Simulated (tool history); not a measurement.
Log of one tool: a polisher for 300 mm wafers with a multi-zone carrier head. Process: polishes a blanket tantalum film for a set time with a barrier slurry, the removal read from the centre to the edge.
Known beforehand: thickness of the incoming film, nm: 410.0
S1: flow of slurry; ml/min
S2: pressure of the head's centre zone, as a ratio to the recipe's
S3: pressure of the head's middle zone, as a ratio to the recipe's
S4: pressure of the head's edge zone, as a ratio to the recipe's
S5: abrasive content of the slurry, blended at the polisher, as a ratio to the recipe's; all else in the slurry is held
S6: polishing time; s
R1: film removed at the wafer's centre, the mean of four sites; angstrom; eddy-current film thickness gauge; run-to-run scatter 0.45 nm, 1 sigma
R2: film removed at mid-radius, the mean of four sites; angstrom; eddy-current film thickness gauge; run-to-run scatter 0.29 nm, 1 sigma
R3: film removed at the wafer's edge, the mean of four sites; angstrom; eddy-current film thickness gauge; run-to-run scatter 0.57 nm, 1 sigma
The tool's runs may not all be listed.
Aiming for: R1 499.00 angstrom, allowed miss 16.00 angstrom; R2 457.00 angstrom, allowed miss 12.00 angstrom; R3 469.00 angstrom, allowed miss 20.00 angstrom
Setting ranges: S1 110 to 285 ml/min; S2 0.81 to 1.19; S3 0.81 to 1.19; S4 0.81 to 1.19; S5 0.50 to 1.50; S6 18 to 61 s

run    day   S1    S2    S3    S4    S5  S6      R1      R2      R3
  1  0.000  180  1.00  1.00  1.00  1.00  39  599.31  591.02  598.87
  2  0.321  180  1.00  0.95  1.00  1.00  39  597.81  574.11  615.23
  3  0.625  180  1.00  0.95  0.94  1.00  39  597.86  573.70  595.41
  4  0.762  170  1.01  0.94  0.91  0.85  38  565.35  540.24  551.76
  5  0.992  145  1.01  0.94  0.91  0.85  38  544.58  517.51  536.49
  6  1.204  145  1.01  0.94  0.91  1.05  38  560.78  544.56  540.96
  7  1.250  135  1.02  0.92  0.89  0.95  37  534.57  498.22  521.93
  8  1.608  130  1.03  0.92  0.87  0.90  37  536.23  486.02  496.08
  9  1.804  125  1.02  0.91  0.86  0.85  37  513.33  474.24  498.77
 10  1.988  140  1.05  0.93  0.83  0.70  36  515.95  461.37  458.80

Below are 4 possible settings for the next run. Only one of them brings all results inside the allowed miss of their targets. Which is it?
  A  2.171  130  0.90  0.91  0.91  0.65  39   ?   ?   ?
  B  2.171  160  1.06  0.90  0.85  0.60  37   ?   ?   ?
  C  2.171  130  1.08  0.98  0.94  0.60  35   ?   ?   ?
  D  2.171  130  0.85  0.90  0.91  0.70  40   ?   ?   ?

move      R1      R2      R3
   A  461.25  481.22  521.52
   B  537.40  468.15  489.77
   C  491.15  451.07  468.50
   D  452.10  495.59  541.62
A: takes the biggest miss from the last run beyond its target
B: the biggest miss grows against the last run
C: meets every target
D: takes the biggest miss from the last run beyond its target
Correct choice: C, which meets every target
